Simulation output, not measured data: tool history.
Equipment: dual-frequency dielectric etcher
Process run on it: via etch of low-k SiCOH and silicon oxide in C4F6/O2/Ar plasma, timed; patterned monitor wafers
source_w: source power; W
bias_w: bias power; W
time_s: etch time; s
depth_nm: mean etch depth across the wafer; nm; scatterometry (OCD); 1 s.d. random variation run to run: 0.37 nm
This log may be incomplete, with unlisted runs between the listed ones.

run    day  source_w  bias_w  time_s  depth_nm
  1  0.000       370     212    26.0    69.240
  2  0.296       370     212    26.0    69.123
  3  0.496       340     205    26.0    65.884
  4  0.612       340     205    26.0    66.439
  5  0.700       370     205    26.0    67.856
  6  1.021       370     168    26.0    63.614

For run 7, what comes out?
  7  1.358       350     165    26.0         ?

depth_nm: 62.109 nm
